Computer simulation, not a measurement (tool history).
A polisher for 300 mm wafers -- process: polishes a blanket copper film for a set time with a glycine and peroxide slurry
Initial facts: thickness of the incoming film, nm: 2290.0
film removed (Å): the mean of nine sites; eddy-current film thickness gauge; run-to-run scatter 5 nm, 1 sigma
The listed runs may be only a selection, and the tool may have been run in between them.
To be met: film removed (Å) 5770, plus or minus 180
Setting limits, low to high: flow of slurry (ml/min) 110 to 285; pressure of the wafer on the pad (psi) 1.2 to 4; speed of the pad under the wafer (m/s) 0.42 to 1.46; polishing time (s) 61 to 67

| run | day | flow of slurry (ml/min) | pressure of the wafer on the pad (psi) | speed of the pad under the wafer (m/s) | polishing time (s) | film removed (Å) |
|---|---|---|---|---|---|---|
| 1 | 0 | 180 | 2.6 | 0.94 | 67 | 3499.8 |
| 2 | 0.179 | 185 | 2.9 | 0.96 | 67 | 3811.7 |
| 3 | 0.271 | 205 | 2.9 | 0.96 | 67 | 3914.4 |
| 4 | 0.617 | 210 | 3.1 | 0.98 | 67 | 4223.1 |
| 5 | 0.65 | 215 | 3.3 | 1 | 67 | 4480.1 |
| 6 | 0.912 | 220 | 3.4 | 1.02 | 67 | 4743.1 |
| 7 | 1.017 | 225 | 3.5 | 1.02 | 67 | 4853.7 |
| 8 | 1.35 | 225 | 3.6 | 1.02 | 67 | 4936.1 |
| 9 | 1.592 | 230 | 3.7 | 1.04 | 67 | 5103.4 |
| 10 | 1.633 | 235 | 3.8 | 1.06 | 67 | 5361.4 |
| 11 | 1.854 | 240 | 3.9 | 1.08 | 67 | 5455.7 |

Exercise: of the 4 proposed moves below, exactly one satisfies all targets within the stated allowed misses. Which move is it?
| A | 2.075 | 235 | 4 | 1.04 | 65 | ? |
| B | 2.075 | 245 | 3.9 | 1.18 | 64 | ? |
| C | 2.075 | 205 | 3.9 | 1.06 | 61 | ? |
| D | 2.075 | 285 | 4 | 1.06 | 65 | ? |

| move | film removed (Å) |
|---|---|
| A | 5315.9 |
| B | 5755.1 |
| C | 4892.7 |
| D | 5510.9 |
A: misses by more than the last run did
B: in spec on every target
C: misses by more than the last run did
D: nearer than the last run, and not there yet
The right move is B.
